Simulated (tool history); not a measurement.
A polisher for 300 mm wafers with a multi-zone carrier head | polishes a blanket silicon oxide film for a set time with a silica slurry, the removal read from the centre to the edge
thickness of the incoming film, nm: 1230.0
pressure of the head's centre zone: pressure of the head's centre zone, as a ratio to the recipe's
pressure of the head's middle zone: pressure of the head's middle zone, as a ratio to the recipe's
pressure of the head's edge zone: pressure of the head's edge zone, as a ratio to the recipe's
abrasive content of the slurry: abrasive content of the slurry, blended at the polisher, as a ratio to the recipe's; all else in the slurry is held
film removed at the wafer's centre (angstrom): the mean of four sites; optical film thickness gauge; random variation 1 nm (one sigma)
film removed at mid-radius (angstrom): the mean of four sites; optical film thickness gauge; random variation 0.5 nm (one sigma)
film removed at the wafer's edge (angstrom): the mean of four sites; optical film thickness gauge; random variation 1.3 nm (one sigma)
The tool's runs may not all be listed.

run  hour  flow of slurry (ml/min)  pressure of the head's centre zone  pressure of the head's middle zone  pressure of the head's edge zone  abrasive content of the slurry  polishing time (s)  film removed at the wafer's centre (angstrom)  film removed at mid-radius (angstrom)  film removed at the wafer's edge (angstrom)
  1   0.0                      200                                1.00                                1.00                              1.00                            1.00                  47                                        1448.00                                1414.60                                      1433.60
  2   1.0                      185                                0.95                                0.95                              0.99                            0.85                  43                                        1110.00                                1105.40                                      1102.30
  3   4.7                      170                                0.91                                0.90                              1.06                            0.75                  42                                         916.46                                 897.79                                      1019.90
  4   9.1                      170                                0.94                                0.90                              1.06                            0.75                  42                                         924.09                                 901.15                                      1015.20
  5  10.4                      170                                1.02                                0.90                              1.06                            0.75                  42                                        1005.20                                 898.47                                       979.20
  6  14.1                      170                                1.08                                0.90                              1.06                            0.75                  42                                        1077.10                                 894.85                                       976.11
  7  17.9                      170                                1.08                                0.90                              1.06                            0.75                  42                                        1079.60                                 894.52                                       989.73
  8  24.6                      160                                1.01                                0.88                              1.07                            0.70                  42                                         914.76                                 817.16                                       925.96

Run 9 comes next. What will it give?
  9  26.0                      150                                0.97                                0.87                              1.06                            0.70                  42                                              ?                                      ?                                            ?

Run 9 gave film removed at the wafer's centre (angstrom) 875.40, film removed at mid-radius (angstrom) 791.67, film removed at the wafer's edge (angstrom) 913.09.
